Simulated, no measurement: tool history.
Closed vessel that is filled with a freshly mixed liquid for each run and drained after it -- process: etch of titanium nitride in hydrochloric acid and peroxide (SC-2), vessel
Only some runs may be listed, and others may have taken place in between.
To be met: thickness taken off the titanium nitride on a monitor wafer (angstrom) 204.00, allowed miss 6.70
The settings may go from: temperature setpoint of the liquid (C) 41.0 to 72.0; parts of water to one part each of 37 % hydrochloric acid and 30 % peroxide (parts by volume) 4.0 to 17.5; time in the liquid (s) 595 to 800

run,hour,temperature setpoint of the liquid (C),parts of water to one part each of 37 % hydrochloric acid and 30 % peroxide (parts by volume),time in the liquid (s),thickness taken off the titanium nitride on a monitor wafer (angstrom)
1,0.0,57.0,9.5,800,166.65
2,3.9,57.5,9.5,800,173.38
3,8.5,57.5,9.5,595,127.59
4,16.9,57.5,9.5,595,126.95
5,18.8,57.5,6.0,595,181.39
6,25.8,57.5,6.0,595,182.23
7,27.3,58.0,6.0,595,189.95
8,29.0,58.5,6.0,595,193.67

Next run, 5 choices. One meets every target within its allowed miss, the rest don't. Which?
A,30.7,55.5,4.5,610,?
B,30.7,54.0,5.0,665,?
C,30.7,55.0,6.0,710,?
D,30.7,58.0,6.5,610,?
E,30.7,56.5,7.5,745,?

move,thickness taken off the titanium nitride on a monitor wafer (angstrom)
A,203.12
B,186.58
C,185.99
D,182.26
E,181.00
A: all results in spec
B: misses by more than the last run did
C: misses by more than the last run did
D: misses by more than the last run did
E: misses by more than the last run did
A is the move that brings every result within its allowed miss.

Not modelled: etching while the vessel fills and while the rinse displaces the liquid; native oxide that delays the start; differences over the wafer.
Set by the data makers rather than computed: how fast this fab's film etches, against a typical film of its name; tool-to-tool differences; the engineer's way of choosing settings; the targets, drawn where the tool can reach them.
